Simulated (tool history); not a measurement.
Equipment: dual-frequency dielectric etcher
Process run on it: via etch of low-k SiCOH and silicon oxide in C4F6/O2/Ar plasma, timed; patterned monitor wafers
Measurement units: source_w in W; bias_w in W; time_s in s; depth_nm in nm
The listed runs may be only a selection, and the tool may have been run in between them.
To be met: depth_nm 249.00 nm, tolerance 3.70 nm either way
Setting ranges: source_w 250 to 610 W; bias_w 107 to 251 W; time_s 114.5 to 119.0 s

Run 1, hour 0.0: source_w 430 W, bias_w 179 W, time_s 114.5 s. Result: depth_nm 312.12 nm.
Run 2, hour 6.1: source_w 460 W, bias_w 179 W, time_s 114.5 s. Result: depth_nm 318.31 nm.
Run 3, hour 9.9: source_w 520 W, bias_w 179 W, time_s 114.5 s. Result: depth_nm 329.61 nm.
Run 4, hour 18.1: source_w 520 W, bias_w 206 W, time_s 114.5 s. Result: depth_nm 350.92 nm.
Run 5, hour 24.7: source_w 460 W, bias_w 188 W, time_s 114.5 s. Result: depth_nm 324.98 nm.
At hour 33.2: wet clean of the chamber.
Run 6, hour 33.2: source_w 530 W, bias_w 188 W, time_s 114.5 s. Result: depth_nm 326.11 nm.
Run 7, hour 40.9: source_w 470 W, bias_w 170 W, time_s 114.5 s. Result: depth_nm 299.03 nm.
Run 8, hour 48.8: source_w 440 W, bias_w 163 W, time_s 114.5 s. Result: depth_nm 288.04 nm.
Run 9, hour 53.3: source_w 350 W, bias_w 153 W, time_s 114.5 s. Result: depth_nm 262.54 nm.
Run 10, hour 54.6: source_w 340 W, bias_w 153 W, time_s 114.5 s. Result: depth_nm 259.74 nm.

5 candidate next runs follow, results not yet known. Just one meets every target within its allowed miss. Identify it.
Run A, hour 55.9: source_w 340 W, bias_w 146 W, time_s 118.0 s. Result: depth_nm ?.
Run B, hour 55.9: source_w 340 W, bias_w 150 W, time_s 115.5 s. Result: depth_nm ?.
Run C, hour 55.9: source_w 350 W, bias_w 126 W, time_s 118.0 s. Result: depth_nm ?.
Run D, hour 55.9: source_w 250 W, bias_w 176 W, time_s 115.0 s. Result: depth_nm ?.
Run E, hour 55.9: source_w 320 W, bias_w 155 W, time_s 114.5 s. Result: depth_nm ?.

move  depth_nm
   A    263.96
   B    261.55
   C    248.77
   D    257.88
   E    258.74
A: further off than the last run
B: further off than the last run
C: in spec on every target
D: gains on the last run, yet a result remains outside its allowed miss
E: gains on the last run, yet a result remains outside its allowed miss
C meets every target.
